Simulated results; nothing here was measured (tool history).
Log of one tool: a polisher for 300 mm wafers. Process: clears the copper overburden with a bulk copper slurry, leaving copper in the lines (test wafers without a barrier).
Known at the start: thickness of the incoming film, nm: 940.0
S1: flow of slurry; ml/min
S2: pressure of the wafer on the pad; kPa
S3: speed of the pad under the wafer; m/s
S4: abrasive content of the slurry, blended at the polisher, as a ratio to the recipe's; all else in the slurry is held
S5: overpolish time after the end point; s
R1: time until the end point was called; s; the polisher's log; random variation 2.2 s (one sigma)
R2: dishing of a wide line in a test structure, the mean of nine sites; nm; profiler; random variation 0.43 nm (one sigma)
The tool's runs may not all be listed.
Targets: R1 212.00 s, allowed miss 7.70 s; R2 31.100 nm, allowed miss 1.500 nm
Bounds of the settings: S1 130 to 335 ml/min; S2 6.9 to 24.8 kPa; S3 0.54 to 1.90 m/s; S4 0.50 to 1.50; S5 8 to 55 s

run	hour	S1	S2	S3	S4	S5	R1	R2
1	0.0	215	15.9	1.22	1.00	28	115.23	39.060
2	0.7	215	15.9	1.22	1.00	36	115.20	38.983
3	7.8	215	13.1	1.20	1.00	28	141.29	38.197
4	15.6	215	11.0	1.20	1.00	21	166.44	34.693
5	22.0	255	11.0	1.20	1.00	21	162.41	34.472
6	30.9	255	13.1	1.20	1.00	21	141.77	35.870
7	37.7	255	13.1	1.20	1.00	21	136.04	36.871
8	38.6	235	11.0	1.24	1.00	17	162.21	33.452
9	46.3	225	9.7	1.24	1.00	17	184.02	31.838
10	54.0	215	9.0	1.24	1.00	18	196.71	31.181
11	62.7	205	9.0	1.24	1.00	19	198.09	32.125

4 next moves are on the table. One of them brings every result within its allowed miss. Which?
A	71.4	180	11.0	1.10	0.95	20	?	?
B	71.4	215	9.0	1.16	1.05	20	?	?
C	71.4	245	9.7	1.02	1.15	30	?	?
D	71.4	160	6.9	1.68	1.10	20	?	?

move	R1	R2
A	187.27	33.129
B	207.62	31.449
C	212.24	34.604
D	192.97	31.046
A: further off than the last run
B: meets every target
C: brings the result that was furthest off to its target, and leaves another outside
D: further off than the last run
Answer: B

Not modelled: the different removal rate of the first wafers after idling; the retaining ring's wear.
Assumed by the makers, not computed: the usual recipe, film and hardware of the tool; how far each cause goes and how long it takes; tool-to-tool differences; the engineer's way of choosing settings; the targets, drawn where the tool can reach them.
